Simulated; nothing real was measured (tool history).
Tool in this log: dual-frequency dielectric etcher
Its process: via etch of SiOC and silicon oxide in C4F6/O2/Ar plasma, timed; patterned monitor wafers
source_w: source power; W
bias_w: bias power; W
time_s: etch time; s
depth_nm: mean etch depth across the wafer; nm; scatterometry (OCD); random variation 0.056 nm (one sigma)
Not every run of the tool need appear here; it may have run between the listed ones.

run	hour	source_w	bias_w	time_s	depth_nm
1	0.0	400	126	33.5	31.345
2	7.2	370	119	33.0	29.068
3	14.5	370	142	33.0	30.693
4	20.4	330	142	33.0	28.531
5	28.5	390	142	33.0	31.468
6	35.1	390	153	33.0	32.364

Run 7 comes next. What will it give?
7	36.6	360	149	33.0	?

Run 7 measured depth_nm 30.434 nm.
